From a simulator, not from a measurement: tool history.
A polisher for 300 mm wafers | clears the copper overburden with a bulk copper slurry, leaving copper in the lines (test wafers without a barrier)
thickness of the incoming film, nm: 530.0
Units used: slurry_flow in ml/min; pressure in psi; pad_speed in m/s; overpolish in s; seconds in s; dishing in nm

{"run": 1, "hour": 0.0, "slurry_flow": 255, "pressure": 1.9, "pad_speed": 1.08, "slurry_solids": 1, "overpolish": 10, "seconds": 69.858, "dishing": 49.666}
{"run": 2, "hour": 2.7, "slurry_flow": 255, "pressure": 1.9, "pad_speed": 0.86, "slurry_solids": 1, "overpolish": 10, "seconds": 87.774, "dishing": 42.332}
{"run": 3, "hour": 7.2, "slurry_flow": 250, "pressure": 1.8, "pad_speed": 0.96, "slurry_solids": 1, "overpolish": 9, "seconds": 82.211, "dishing": 39.87}
{"run": 4, "hour": 12.5, "slurry_flow": 250, "pressure": 1.8, "pad_speed": 0.96, "slurry_solids": 0.9, "overpolish": 9, "seconds": 84.827, "dishing": 40.112}
{"run": 5, "hour": 17.6, "slurry_flow": 235, "pressure": 1.6, "pad_speed": 1.04, "slurry_solids": 1, "overpolish": 8, "seconds": 87.149, "dishing": 36.962}
{"run": 6, "hour": 26.3, "slurry_flow": 265, "pressure": 1.7, "pad_speed": 1, "slurry_solids": 1.1, "overpolish": 7, "seconds": 82.583, "dishing": 32.738}
{"run": 7, "hour": 28.8, "slurry_flow": 265, "pressure": 1.7, "pad_speed": 1, "slurry_solids": 1.1, "overpolish": 7, "seconds": 82.893, "dishing": 33.951}
{"run": 8, "hour": 29.5, "slurry_flow": 275, "pressure": 1.1, "pad_speed": 1.3, "slurry_solids": 1.15, "overpolish": 3, "seconds": 96.91, "dishing": 13.74}
{"run": 9, "hour": 30.9, "slurry_flow": 275, "pressure": 1.2, "pad_speed": 1.32, "slurry_solids": 1.15, "overpolish": 3, "seconds": 85.311, "dishing": 15.448}

Run 10 comes next. What will it give?
{"run": 10, "hour": 34.6, "slurry_flow": 275, "pressure": 1.4, "pad_speed": 1.34, "slurry_solids": 1.15, "overpolish": 3, "seconds": "?", "dishing": "?"}

Run 10 yielded seconds 76.087 s, dishing 17.074 nm.
